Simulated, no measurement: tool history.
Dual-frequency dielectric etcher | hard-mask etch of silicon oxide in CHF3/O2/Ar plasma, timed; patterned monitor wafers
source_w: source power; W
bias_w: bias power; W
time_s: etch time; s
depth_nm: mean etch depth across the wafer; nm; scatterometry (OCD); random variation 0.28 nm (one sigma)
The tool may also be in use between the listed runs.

run	hour	source_w	bias_w	time_s	depth_nm
1	0.0	600	153	34.0	62.062
2	2.2	600	129	34.0	59.483
3	3.9	600	155	34.0	62.883
4	6.1	600	155	34.0	62.312
5	12.7	600	155	34.0	62.543
6	17.5	600	155	35.5	65.198
7	22.6	640	157	35.5	66.999
8	24.7	680	159	35.5	68.439
9	29.3	710	161	35.5	70.302
10	37.4	730	162	35.5	70.778
11	41.0	730	162	35.5	70.752
12	47.4	750	163	35.5	71.430

Run 13 comes next. What will it give?
13	51.2	760	164	35.5	?

{"run 13": {"depth_nm": 71.725}}
